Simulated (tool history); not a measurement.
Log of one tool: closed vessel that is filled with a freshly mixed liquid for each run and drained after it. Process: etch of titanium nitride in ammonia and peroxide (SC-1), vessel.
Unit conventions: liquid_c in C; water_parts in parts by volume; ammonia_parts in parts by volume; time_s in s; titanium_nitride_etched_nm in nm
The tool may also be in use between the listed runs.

Run 1, hour 0.0: liquid_c 60.0 C, water_parts 17.5 parts by volume, ammonia_parts 0.50 parts by volume, time_s 80 s. Result: titanium_nitride_etched_nm 11.0060 nm.
Run 2, hour 4.3: liquid_c 66.5 C, water_parts 17.5 parts by volume, ammonia_parts 0.50 parts by volume, time_s 80 s. Result: titanium_nitride_etched_nm 16.8590 nm.
Run 3, hour 12.7: liquid_c 61.5 C, water_parts 17.5 parts by volume, ammonia_parts 0.50 parts by volume, time_s 80 s. Result: titanium_nitride_etched_nm 12.0970 nm.
Run 4, hour 19.0: liquid_c 61.5 C, water_parts 17.5 parts by volume, ammonia_parts 0.40 parts by volume, time_s 80 s. Result: titanium_nitride_etched_nm 11.7560 nm.
Run 5, hour 28.2: liquid_c 58.0 C, water_parts 17.5 parts by volume, ammonia_parts 0.40 parts by volume, time_s 80 s. Result: titanium_nitride_etched_nm 9.2782 nm.
Run 6, hour 36.4: liquid_c 58.0 C, water_parts 17.5 parts by volume, ammonia_parts 0.55 parts by volume, time_s 80 s. Result: titanium_nitride_etched_nm 9.8920 nm.
Run 7, hour 43.6: liquid_c 55.0 C, water_parts 17.5 parts by volume, ammonia_parts 0.55 parts by volume, time_s 80 s. Result: titanium_nitride_etched_nm 8.0393 nm.
Run 8, hour 45.0: liquid_c 53.0 C, water_parts 17.5 parts by volume, ammonia_parts 0.55 parts by volume, time_s 80 s. Result: titanium_nitride_etched_nm 7.0273 nm.

The next listed run, before its measurement:
Run 9, hour 46.5: liquid_c 48.0 C, water_parts 17.5 parts by volume, ammonia_parts 0.55 parts by volume, time_s 80 s. Result: titanium_nitride_etched_nm ?.

For run 9 the tool returned titanium_nitride_etched_nm 4.9652 nm.
